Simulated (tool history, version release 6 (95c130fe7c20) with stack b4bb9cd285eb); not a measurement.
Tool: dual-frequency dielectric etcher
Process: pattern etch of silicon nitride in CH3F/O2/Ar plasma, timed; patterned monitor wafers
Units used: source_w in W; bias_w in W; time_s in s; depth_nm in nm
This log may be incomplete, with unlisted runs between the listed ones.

run,day,source_w,bias_w,time_s,depth_nm
1,0,450,100,45.5,40.339
2,0.054,450,85,45.5,38.119
3,0.279,480,85,45.5,39.834
4,0.654,510,87,45.5,40.823
5,0.95,540,89,45.5,42.327
6,0.988,540,72,45.5,40.116
7,1.312,570,76,45.5,41.608
8,1.371,590,80,45.5,43.035

Run 9 is up next; what results do you expect?
9,1.479,600,82,45.5,?

depth_nm: 43.322 nm
